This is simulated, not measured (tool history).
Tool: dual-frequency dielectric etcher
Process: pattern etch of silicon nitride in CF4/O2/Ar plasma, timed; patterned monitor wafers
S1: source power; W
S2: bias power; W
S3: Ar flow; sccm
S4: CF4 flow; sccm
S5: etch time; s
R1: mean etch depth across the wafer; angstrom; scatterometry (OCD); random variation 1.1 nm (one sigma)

run	day	S1	S2	S3	S4	S5	R1
1	0	640	48	114	92	179	3942.5
2	0.192	640	44	114	92	179	3776
3	0.308	640	44	114	100	179	3852.5
4	0.358	670	44	114	100	179	4027.5
5	0.475	670	44	114	89	179	3940
6	0.788	690	44	114	89	179	4058.8

Run 7 comes next. What will it give?
7	1.067	700	44	114	89	179	?

R1: 4118.7 angstrom
